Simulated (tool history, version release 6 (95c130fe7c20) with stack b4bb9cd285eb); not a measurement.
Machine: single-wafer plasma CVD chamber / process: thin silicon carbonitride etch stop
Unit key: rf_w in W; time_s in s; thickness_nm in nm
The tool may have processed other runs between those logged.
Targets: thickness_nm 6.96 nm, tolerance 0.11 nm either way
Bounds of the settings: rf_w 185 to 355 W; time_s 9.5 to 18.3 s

Run 1, day 0: rf_w 270 W, time_s 13.9 s. Result: thickness_nm 8.2073 nm.
Run 2, day 0.262: rf_w 270 W, time_s 15.6 s. Result: thickness_nm 9.194 nm.
Run 3, day 0.479: rf_w 300 W, time_s 15.6 s. Result: thickness_nm 9.5832 nm.
Run 4, day 0.504: rf_w 330 W, time_s 15.6 s. Result: thickness_nm 9.8996 nm.
Run 5, day 0.533: rf_w 295 W, time_s 14.6 s. Result: thickness_nm 8.8651 nm.
Run 6, day 0.883: rf_w 295 W, time_s 15.4 s. Result: thickness_nm 9.3902 nm.
Run 7, day 0.933: rf_w 270 W, time_s 14.5 s. Result: thickness_nm 8.5719 nm.
Run 8, day 1.288: rf_w 250 W, time_s 13.9 s. Result: thickness_nm 8.1334 nm.
Run 9, day 1.325: rf_w 205 W, time_s 11.7 s. Result: thickness_nm 6.3637 nm.
Run 10, day 1.504: rf_w 220 W, time_s 11.8 s. Result: thickness_nm 6.5576 nm.
Run 11, day 1.679: rf_w 230 W, time_s 11.9 s. Result: thickness_nm 6.7575 nm.

4 next moves are on the table. One of them brings every result within its allowed miss. Which?
Run A, day 1.854: rf_w 285 W, time_s 10.9 s. Result: thickness_nm ?.
Run B, day 1.854: rf_w 280 W, time_s 11.1 s. Result: thickness_nm ?.
Run C, day 1.854: rf_w 230 W, time_s 11.5 s. Result: thickness_nm ?.
Run D, day 1.854: rf_w 185 W, time_s 13.2 s. Result: thickness_nm ?.

move  thickness_nm
   A        6.5999
   B        6.6853
   C        6.5282
   D        7.0179
A: its largest miss is bigger than the last run's
B: its largest miss is bigger than the last run's
C: its largest miss is bigger than the last run's
D: meets every target
Move D is the one to make.
